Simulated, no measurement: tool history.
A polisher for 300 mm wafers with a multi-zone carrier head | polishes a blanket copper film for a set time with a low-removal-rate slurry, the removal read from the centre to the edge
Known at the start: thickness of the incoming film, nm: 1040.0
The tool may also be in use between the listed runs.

run  hour  flow of slurry (ml/min)  pressure of the head's centre zone  pressure of the head's middle zone  pressure of the head's edge zone  abrasive content of the slurry  polishing time (s)  film removed at the wafer's centre (Å)  film removed at mid-radius (Å)  film removed at the wafer's edge (Å)
  1     0                      315                                   1                                   1                                 1                               1                  61                                  2311.9                          2304.5                                2284.5
  2   0.9                      320                                   1                                1.02                              1.04                             1.1                  62                                  2363.8                          2480.3                                2413.8
  3   5.8                      240                                   1                                1.02                              1.04                             1.1                  62                                  2298.5                          2447.1                                2355.5
  4  12.9                      240                                   1                                1.02                              0.95                             1.1                  62                                  2277.6                          2378.4                                2213.3
  5  20.4                      240                                   1                                1.02                              0.95                            1.25                  62                                  2370.1                          2473.8                                2311.7
  6  23.3                      260                                1.01                                1.03                                 1                             1.3                  62                                    2383                            2595                                2413.4
  7  27.7                      280                                1.03                                1.03                              1.04                            1.35                  62                                  2551.5                          2665.3                                2474.2
  8  29.8                      295                                1.02                                1.02                              1.07                             1.4                  63                                  2534.3                          2670.2                                2613.6
  9  36.1                      305                                1.03                                1.03                               1.1                             1.4                  63                                  2580.6                          2643.2                                2666.7
 10  44.5                      315                                1.03                                1.05                              1.12                             1.4                  63                                  2564.8                          2758.2                                2699.3
 11  47.6                      325                                1.04                                1.05                              1.14                             1.4                  63                                  2570.6                          2691.3                                2706.9
 12    49                      330                                1.05                                1.06                              1.15                             1.4                  64                                  2687.6                          2819.4                                2799.3
 13  56.8                      340                                1.05                                1.06                              1.16                             1.4                  64                                    2661                          2802.8                                2771.8
 14  63.1                      340                                1.05                                1.06                              1.17                             1.4                  65                                  2730.9                          2832.7                                2850.1
 15  68.1                      345                                1.05                                1.07                              1.18                            1.45                  65                                  2779.4                          2935.5                                2853.3

Run 16 is up next; what results do you expect?
 16    70                      345                                1.04                                1.07                              1.18                            1.45                  65                                       ?                               ?                                     ?

{"run 16": {"film removed at the wafer's centre (Å)": 2746, "film removed at mid-radius (Å)": 2893.6, "film removed at the wafer's edge (Å)": 2892.7}}
